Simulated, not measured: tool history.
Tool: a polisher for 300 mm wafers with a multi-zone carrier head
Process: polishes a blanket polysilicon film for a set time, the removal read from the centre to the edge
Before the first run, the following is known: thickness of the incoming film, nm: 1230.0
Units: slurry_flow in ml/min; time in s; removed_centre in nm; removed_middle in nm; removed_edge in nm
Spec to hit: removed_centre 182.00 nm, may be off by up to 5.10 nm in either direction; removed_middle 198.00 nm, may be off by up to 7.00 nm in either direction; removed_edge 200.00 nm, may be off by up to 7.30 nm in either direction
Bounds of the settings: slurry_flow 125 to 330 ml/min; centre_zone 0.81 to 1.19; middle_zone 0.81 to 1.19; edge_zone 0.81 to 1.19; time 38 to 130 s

run 1 hour=0.0 | slurry_flow=210 centre_zone=1.00 middle_zone=1.00 edge_zone=1.00 time=84 | removed_centre=378.47 removed_middle=369.04 removed_edge=387.81
run 2 hour=4.3 | slurry_flow=210 centre_zone=1.00 middle_zone=1.04 edge_zone=1.00 time=84 | removed_centre=380.42 removed_middle=372.91 removed_edge=390.14
run 3 hour=11.2 | slurry_flow=210 centre_zone=1.00 middle_zone=1.04 edge_zone=1.00 time=103 | removed_centre=462.28 removed_middle=465.40 removed_edge=482.55
run 4 hour=13.7 | slurry_flow=210 centre_zone=1.00 middle_zone=1.11 edge_zone=1.00 time=103 | removed_centre=462.61 removed_middle=486.58 removed_edge=471.64
run 5 hour=21.7 | slurry_flow=195 centre_zone=0.98 middle_zone=1.09 edge_zone=0.97 time=93 | removed_centre=411.04 removed_middle=429.83 removed_edge=424.14
run 6 hour=26.5 | slurry_flow=185 centre_zone=0.95 middle_zone=1.06 edge_zone=0.95 time=85 | removed_centre=360.45 removed_middle=381.58 removed_edge=386.56
run 7 hour=27.6 | slurry_flow=175 centre_zone=0.93 middle_zone=1.04 edge_zone=0.93 time=78 | removed_centre=322.12 removed_middle=341.08 removed_edge=347.50
run 8 hour=33.6 | slurry_flow=165 centre_zone=0.92 middle_zone=1.03 edge_zone=0.91 time=72 | removed_centre=288.21 removed_middle=308.51 removed_edge=309.95
run 9 hour=42.4 | slurry_flow=160 centre_zone=0.91 middle_zone=1.02 edge_zone=0.90 time=67 | removed_centre=264.34 removed_middle=285.37 removed_edge=284.76
-- hour=48.2 edge zone pressure recalibrated
run 10 hour=48.2 | slurry_flow=160 centre_zone=0.90 middle_zone=1.01 edge_zone=0.89 time=64 | removed_centre=249.45 removed_middle=272.26 removed_edge=269.63
run 11 hour=56.4 | slurry_flow=160 centre_zone=0.89 middle_zone=0.99 edge_zone=0.88 time=61 | removed_centre=233.35 removed_middle=254.04 removed_edge=249.66
run 12 hour=65.1 | slurry_flow=155 centre_zone=0.88 middle_zone=0.97 edge_zone=0.87 time=60 | removed_centre=228.77 removed_middle=245.25 removed_edge=249.08
run 13 hour=66.8 | slurry_flow=160 centre_zone=0.87 middle_zone=0.96 edge_zone=0.86 time=58 | removed_centre=220.48 removed_middle=239.34 removed_edge=240.67
run 14 hour=72.7 | slurry_flow=165 centre_zone=0.84 middle_zone=0.91 edge_zone=0.82 time=42 | removed_centre=154.23 removed_middle=167.57 removed_edge=170.27
run 15 hour=77.4 | slurry_flow=165 centre_zone=0.85 middle_zone=0.93 edge_zone=0.84 time=42 | removed_centre=155.44 removed_middle=167.05 removed_edge=172.08
run 16 hour=84.1 | slurry_flow=165 centre_zone=0.86 middle_zone=0.95 edge_zone=0.86 time=42 | removed_centre=159.52 removed_middle=169.71 removed_edge=173.84

Consider the 4 candidate settings below. Which is the only one whose results all fall within their allowed miss of target?
run A hour=90.8 | slurry_flow=165 centre_zone=0.86 middle_zone=0.90 edge_zone=0.87 time=38 | removed_centre=? removed_middle=? removed_edge=?
run B hour=90.8 | slurry_flow=155 centre_zone=0.95 middle_zone=0.81 edge_zone=1.08 time=41 | removed_centre=? removed_middle=? removed_edge=?
run C hour=90.8 | slurry_flow=135 centre_zone=0.87 middle_zone=0.97 edge_zone=0.86 time=50 | removed_centre=? removed_middle=? removed_edge=?
run D hour=90.8 | slurry_flow=140 centre_zone=1.10 middle_zone=0.81 edge_zone=1.03 time=38 | removed_centre=? removed_middle=? removed_edge=?

move=A removed_centre=141.48 removed_middle=145.45 removed_edge=156.84
move=B removed_centre=167.02 removed_middle=142.55 removed_edge=185.30
move=C removed_centre=182.37 removed_middle=197.87 removed_edge=200.90
move=D removed_centre=176.46 removed_middle=130.07 removed_edge=166.21
A: the biggest miss grows against the last run
B: the biggest miss grows against the last run
C: each result inside its tolerance
D: the biggest miss grows against the last run
Correct choice: C, which meets every target

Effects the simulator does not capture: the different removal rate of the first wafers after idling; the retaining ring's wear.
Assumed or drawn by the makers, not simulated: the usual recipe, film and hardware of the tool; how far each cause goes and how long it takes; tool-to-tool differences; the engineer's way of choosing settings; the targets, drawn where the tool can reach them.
